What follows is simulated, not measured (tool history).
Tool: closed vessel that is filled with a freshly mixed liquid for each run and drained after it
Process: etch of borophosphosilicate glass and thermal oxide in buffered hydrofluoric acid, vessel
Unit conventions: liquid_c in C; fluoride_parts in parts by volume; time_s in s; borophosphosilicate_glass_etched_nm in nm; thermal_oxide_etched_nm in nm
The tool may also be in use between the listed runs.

run,day,liquid_c,fluoride_parts,time_s,borophosphosilicate_glass_etched_nm,thermal_oxide_etched_nm
1,0.000,24.0,20,60,62.356,34.602
2,0.350,26.0,20,60,70.643,38.494
3,0.621,22.5,20,60,58.161,31.953
4,0.850,19.0,20,60,47.410,26.271
5,1.217,22.5,20,60,57.849,31.750
6,1.267,25.0,20,60,66.778,36.443
7,1.462,26.5,20,60,72.164,39.946

Estimate the outcome of run 8 from the log above:
8,1.750,27.5,20,60,?,?

{"run 8": {"borophosphosilicate_glass_etched_nm": 74.944, "thermal_oxide_etched_nm": 42.193}}
